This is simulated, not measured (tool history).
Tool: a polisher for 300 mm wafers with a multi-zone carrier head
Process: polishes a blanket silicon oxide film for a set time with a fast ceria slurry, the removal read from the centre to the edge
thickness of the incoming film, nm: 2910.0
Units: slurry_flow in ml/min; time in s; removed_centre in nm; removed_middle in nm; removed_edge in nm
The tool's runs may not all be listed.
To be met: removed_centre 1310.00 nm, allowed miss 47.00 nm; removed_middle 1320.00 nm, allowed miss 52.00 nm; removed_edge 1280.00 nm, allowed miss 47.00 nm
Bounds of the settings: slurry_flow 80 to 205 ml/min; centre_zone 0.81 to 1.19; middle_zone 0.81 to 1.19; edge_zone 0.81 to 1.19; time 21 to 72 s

run 1 hour=0.0 | slurry_flow=135 centre_zone=1.00 middle_zone=1.00 edge_zone=1.00 time=46 | removed_centre=930.92 removed_middle=928.54 removed_edge=940.35
run 2 hour=7.3 | slurry_flow=135 centre_zone=1.05 middle_zone=1.00 edge_zone=1.00 time=46 | removed_centre=968.71 removed_middle=946.51 removed_edge=943.87
run 3 hour=8.4 | slurry_flow=145 centre_zone=1.07 middle_zone=1.02 edge_zone=1.04 time=48 | removed_centre=1070.80 removed_middle=1016.10 removed_edge=985.23
run 4 hour=14.2 | slurry_flow=145 centre_zone=1.04 middle_zone=1.02 edge_zone=1.04 time=48 | removed_centre=1025.10 removed_middle=1004.80 removed_edge=1005.50
run 5 hour=15.3 | slurry_flow=130 centre_zone=1.04 middle_zone=1.02 edge_zone=1.04 time=48 | removed_centre=1007.80 removed_middle=978.01 removed_edge=970.07
run 6 hour=23.2 | slurry_flow=145 centre_zone=1.04 middle_zone=1.03 edge_zone=1.04 time=50 | removed_centre=1089.20 removed_middle=1072.70 removed_edge=1031.50
run 7 hour=30.9 | slurry_flow=155 centre_zone=1.02 middle_zone=1.03 edge_zone=1.05 time=52 | removed_centre=1107.20 removed_middle=1128.80 removed_edge=1072.50
run 8 hour=31.5 | slurry_flow=155 centre_zone=1.02 middle_zone=1.02 edge_zone=1.06 time=54 | removed_centre=1149.10 removed_middle=1152.00 removed_edge=1135.50
run 9 hour=34.6 | slurry_flow=160 centre_zone=1.02 middle_zone=1.02 edge_zone=1.07 time=55 | removed_centre=1181.80 removed_middle=1172.00 removed_edge=1173.60
run 10 hour=39.1 | slurry_flow=165 centre_zone=1.02 middle_zone=1.03 edge_zone=1.08 time=56 | removed_centre=1219.10 removed_middle=1221.60 removed_edge=1198.10
run 11 hour=42.4 | slurry_flow=170 centre_zone=1.02 middle_zone=1.03 edge_zone=1.09 time=57 | removed_centre=1230.10 removed_middle=1238.70 removed_edge=1196.90

Which of these 5 next moves meets every target?
run A hour=45.7 | slurry_flow=185 centre_zone=1.00 middle_zone=1.14 edge_zone=1.05 time=60 | removed_centre=? removed_middle=? removed_edge=?
run B hour=45.7 | slurry_flow=180 centre_zone=0.92 middle_zone=1.15 edge_zone=1.04 time=58 | removed_centre=? removed_middle=? removed_edge=?
run C hour=45.7 | slurry_flow=205 centre_zone=1.15 middle_zone=1.18 edge_zone=1.01 time=57 | removed_centre=? removed_middle=? removed_edge=?
run D hour=45.7 | slurry_flow=160 centre_zone=0.99 middle_zone=1.00 edge_zone=1.00 time=63 | removed_centre=? removed_middle=? removed_edge=?
run E hour=45.7 | slurry_flow=190 centre_zone=1.01 middle_zone=1.15 edge_zone=1.03 time=55 | removed_centre=? removed_middle=? removed_edge=?

move=A removed_centre=1295.10 removed_middle=1433.70 removed_edge=1293.50
move=B removed_centre=1145.30 removed_middle=1390.70 removed_edge=1241.10
move=C removed_centre=1441.90 removed_middle=1424.40 removed_edge=1222.70
move=D removed_centre=1306.90 removed_middle=1312.40 removed_edge=1308.80
move=E removed_centre=1205.00 removed_middle=1329.80 removed_edge=1179.80
A: brings the result that was furthest off to its target, and leaves another outside
B: brings the result that was furthest off to its target, and leaves another outside
C: further off than the last run
D: meets every target
E: further off than the last run
The right move is D.
